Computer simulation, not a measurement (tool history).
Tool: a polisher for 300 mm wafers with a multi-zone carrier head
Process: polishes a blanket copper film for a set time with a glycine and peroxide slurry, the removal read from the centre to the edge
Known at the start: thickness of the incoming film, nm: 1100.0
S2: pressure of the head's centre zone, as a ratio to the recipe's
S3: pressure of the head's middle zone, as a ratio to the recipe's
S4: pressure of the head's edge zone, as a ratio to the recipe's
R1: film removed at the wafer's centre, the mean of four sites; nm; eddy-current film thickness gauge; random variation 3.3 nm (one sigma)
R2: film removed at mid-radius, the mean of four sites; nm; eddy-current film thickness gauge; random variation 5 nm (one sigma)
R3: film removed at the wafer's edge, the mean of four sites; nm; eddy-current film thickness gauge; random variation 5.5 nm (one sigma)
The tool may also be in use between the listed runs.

{"run": 1, "hour": 0.0, "flow of slurry (ml/min)": 160, "S2": 1.0, "S3": 1.0, "S4": 1.0, "polishing time (s)": 66, "R1": 413.74, "R2": 407.92, "R3": 405.35}
{"run": 2, "hour": 0.8, "flow of slurry (ml/min)": 160, "S2": 1.0, "S3": 1.0, "S4": 0.97, "polishing time (s)": 66, "R1": 415.89, "R2": 409.88, "R3": 400.92}
{"run": 3, "hour": 4.7, "flow of slurry (ml/min)": 160, "S2": 1.0, "S3": 0.92, "S4": 0.97, "polishing time (s)": 66, "R1": 421.36, "R2": 378.55, "R3": 395.14}
{"run": 4, "hour": 9.9, "flow of slurry (ml/min)": 140, "S2": 1.0, "S3": 0.92, "S4": 0.97, "polishing time (s)": 66, "R1": 401.21, "R2": 372.48, "R3": 393.44}
{"run": 5, "hour": 10.7, "flow of slurry (ml/min)": 105, "S2": 1.0, "S3": 0.92, "S4": 0.97, "polishing time (s)": 66, "R1": 371.09, "R2": 345.07, "R3": 371.31}
{"run": 6, "hour": 19.4, "flow of slurry (ml/min)": 105, "S2": 1.0, "S3": 0.92, "S4": 1.02, "polishing time (s)": 66, "R1": 371.81, "R2": 339.37, "R3": 382.84}
{"run": 7, "hour": 26.8, "flow of slurry (ml/min)": 135, "S2": 0.99, "S3": 0.98, "S4": 1.04, "polishing time (s)": 67, "R1": 397.97, "R2": 398.76, "R3": 407.4}
{"run": 8, "hour": 28.9, "flow of slurry (ml/min)": 160, "S2": 0.98, "S3": 1.0, "S4": 1.07, "polishing time (s)": 67, "R1": 413.73, "R2": 418.16, "R3": 425.81}

Forecast run 9:
{"run": 9, "hour": 37.0, "flow of slurry (ml/min)": 205, "S2": 0.94, "S3": 1.1, "S4": 1.17, "polishing time (s)": 70, "R1": "?", "R2": "?", "R3": "?"}

R1: 432.83 nm
R2: 495.32 nm
R3: 478.72 nm
